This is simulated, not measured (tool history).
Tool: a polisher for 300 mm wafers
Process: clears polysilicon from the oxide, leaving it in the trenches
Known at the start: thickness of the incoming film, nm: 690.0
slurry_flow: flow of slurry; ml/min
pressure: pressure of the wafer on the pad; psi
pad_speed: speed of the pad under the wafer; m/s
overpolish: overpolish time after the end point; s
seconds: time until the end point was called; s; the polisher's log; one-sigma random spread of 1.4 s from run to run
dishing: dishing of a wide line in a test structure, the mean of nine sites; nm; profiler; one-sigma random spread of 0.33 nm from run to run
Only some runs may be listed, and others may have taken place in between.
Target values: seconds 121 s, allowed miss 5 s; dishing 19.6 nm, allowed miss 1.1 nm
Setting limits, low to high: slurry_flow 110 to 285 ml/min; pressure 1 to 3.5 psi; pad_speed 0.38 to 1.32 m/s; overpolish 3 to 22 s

{"run": 1, "hour": 0.0, "slurry_flow": 180, "pressure": 2.2, "pad_speed": 0.84, "overpolish": 11, "seconds": 80.576, "dishing": 34.388}
{"run": 2, "hour": 3.7, "slurry_flow": 180, "pressure": 2, "pad_speed": 0.84, "overpolish": 9, "seconds": 86.871, "dishing": 31.294}
{"run": 3, "hour": 7.5, "slurry_flow": 180, "pressure": 1.7, "pad_speed": 0.86, "overpolish": 7, "seconds": 93.453, "dishing": 26.917}
{"run": 4, "hour": 10.5, "slurry_flow": 175, "pressure": 1.5, "pad_speed": 0.86, "overpolish": 6, "seconds": 99.249, "dishing": 24.39}
{"hour": 16.4, "done": "worn pad replaced by a new one"}
{"run": 5, "hour": 16.4, "slurry_flow": 175, "pressure": 1.4, "pad_speed": 0.86, "overpolish": 5, "seconds": 97.73, "dishing": 22.095}
{"run": 6, "hour": 19.5, "slurry_flow": 200, "pressure": 1.4, "pad_speed": 0.86, "overpolish": 5, "seconds": 95.234, "dishing": 22.346}
{"run": 7, "hour": 26.5, "slurry_flow": 150, "pressure": 1, "pad_speed": 0.86, "overpolish": 3, "seconds": 118.76, "dishing": 13.858}
{"run": 8, "hour": 28.9, "slurry_flow": 165, "pressure": 1, "pad_speed": 0.84, "overpolish": 4, "seconds": 121.81, "dishing": 17.044}
{"run": 9, "hour": 34.4, "slurry_flow": 170, "pressure": 1, "pad_speed": 0.84, "overpolish": 4, "seconds": 115.6, "dishing": 16.908}
{"run": 10, "hour": 41.6, "slurry_flow": 175, "pressure": 1, "pad_speed": 0.82, "overpolish": 4, "seconds": 122.9, "dishing": 17.023}
{"run": 11, "hour": 49.4, "slurry_flow": 180, "pressure": 1, "pad_speed": 0.82, "overpolish": 4, "seconds": 121.03, "dishing": 17.043}
{"run": 12, "hour": 55.8, "slurry_flow": 180, "pressure": 1, "pad_speed": 0.82, "overpolish": 4, "seconds": 120.68, "dishing": 17.258}
{"run": 13, "hour": 64.4, "slurry_flow": 185, "pressure": 1, "pad_speed": 0.82, "overpolish": 4, "seconds": 121.44, "dishing": 16.22}

Which of these 5 next moves meets every target?
{"run": "A", "hour": 73.0, "slurry_flow": 225, "pressure": 1, "pad_speed": 0.8, "overpolish": 5, "seconds": "?", "dishing": "?"}
{"run": "B", "hour": 73.0, "slurry_flow": 165, "pressure": 1.3, "pad_speed": 0.66, "overpolish": 7, "seconds": "?", "dishing": "?"}
{"run": "C", "hour": 73.0, "slurry_flow": 180, "pressure": 1.3, "pad_speed": 0.72, "overpolish": 6, "seconds": "?", "dishing": "?"}
{"run": "D", "hour": 73.0, "slurry_flow": 200, "pressure": 1.1, "pad_speed": 0.88, "overpolish": 5, "seconds": "?", "dishing": "?"}
{"run": "E", "hour": 73.0, "slurry_flow": 175, "pressure": 1.2, "pad_speed": 0.84, "overpolish": 5, "seconds": "?", "dishing": "?"}

move=A seconds=118.89 dishing=20.297
move=B seconds=130.13 dishing=23.691
move=C seconds=118.61 dishing=22.835
move=D seconds=104.92 dishing=22.007
move=E seconds=106.67 dishing=21.779
A: hits every target within its allowed miss
B: moves the result that the last run missed by most past its target, out the other side
C: moves the result that the last run missed by most past its target, out the other side
D: moves the result that the last run missed by most past its target, out the other side
E: moves the result that the last run missed by most past its target, out the other side
The move that meets every target is A.

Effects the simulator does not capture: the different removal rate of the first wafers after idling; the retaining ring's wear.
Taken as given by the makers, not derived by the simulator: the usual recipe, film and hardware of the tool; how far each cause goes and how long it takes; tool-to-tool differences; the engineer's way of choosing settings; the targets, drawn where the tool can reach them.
